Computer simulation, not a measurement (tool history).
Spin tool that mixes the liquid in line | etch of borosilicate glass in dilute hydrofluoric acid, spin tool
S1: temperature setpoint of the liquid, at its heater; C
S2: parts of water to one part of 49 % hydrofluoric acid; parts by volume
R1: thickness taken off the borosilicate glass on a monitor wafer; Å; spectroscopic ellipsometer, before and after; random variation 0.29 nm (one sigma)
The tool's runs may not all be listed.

{"run": 1, "hour": 0.0, "S1": 24.0, "S2": 275, "time under the liquid (s)": 260, "R1": 279.61}
{"run": 2, "hour": 5.9, "S1": 25.0, "S2": 265, "time under the liquid (s)": 260, "R1": 305.39}
{"run": 3, "hour": 13.4, "S1": 28.5, "S2": 265, "time under the liquid (s)": 260, "R1": 345.22}
{"run": 4, "hour": 15.4, "S1": 28.5, "S2": 265, "time under the liquid (s)": 260, "R1": 343.85}
{"run": 5, "hour": 21.4, "S1": 29.0, "S2": 255, "time under the liquid (s)": 260, "R1": 364.47}
{"run": 6, "hour": 23.0, "S1": 29.5, "S2": 245, "time under the liquid (s)": 260, "R1": 394.84}
{"run": 7, "hour": 26.4, "S1": 29.5, "S2": 245, "time under the liquid (s)": 260, "R1": 397.54}
{"run": 8, "hour": 34.4, "S1": 29.5, "S2": 240, "time under the liquid (s)": 260, "R1": 402.79}
{"run": 9, "hour": 40.9, "S1": 29.5, "S2": 235, "time under the liquid (s)": 260, "R1": 416.4}
{"run": 10, "hour": 46.8, "S1": 29.5, "S2": 230, "time under the liquid (s)": 260, "R1": 430.18}
{"run": 11, "hour": 51.2, "S1": 29.5, "S2": 225, "time under the liquid (s)": 260, "R1": 441.01}
{"run": 12, "hour": 56.6, "S1": 29.5, "S2": 225, "time under the liquid (s)": 260, "R1": 438.0}
{"run": 13, "hour": 58.4, "S1": 29.5, "S2": 220, "time under the liquid (s)": 260, "R1": 453.17}
{"run": 14, "hour": 62.6, "S1": 31.0, "S2": 205, "time under the liquid (s)": 260, "R1": 525.18}

Run 15 comes next. What will it give?
{"run": 15, "hour": 71.5, "S1": 31.0, "S2": 205, "time under the liquid (s)": 260, "R1": "?"}

R1: 522.87 Å
